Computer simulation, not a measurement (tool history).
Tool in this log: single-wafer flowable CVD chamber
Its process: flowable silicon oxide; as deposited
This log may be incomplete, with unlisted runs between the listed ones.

run  hour  heater temperature setpoint (K)  chamber pressure (Torr)  RF power (W)  deposition time (s)  mean film thickness on the monitor wafer (angstrom)
  1   0.0                           373.15                    0.636          1595                  748                                               3407.2
  2   3.6                           373.15                    0.636          1595                  713                                               3248.7
  3  11.2                           373.15                    0.636          1595                  748                                               3416.1
  4  13.6                           366.15                    0.636          1595                  748                                               4454.1
  5  17.7                           366.15                    0.636          1595                  748                                               4436.8
  6  18.6                           366.15                    0.539          1595                  748                                               3779.3
  7  25.5                           367.15                    0.539          1595                  748                                               3628.0
  8  33.0                           368.15                    0.539          1595                  748                                               3533.3
  9  37.2                           369.15                    0.539          1595                  748                                               3370.2

Run 10 is up next; what results do you expect?
 10  45.3                           370.15                    0.539          1595                  748                                                    ?

{"run 10": {"mean film thickness on the monitor wafer (angstrom)": 3246.5}}
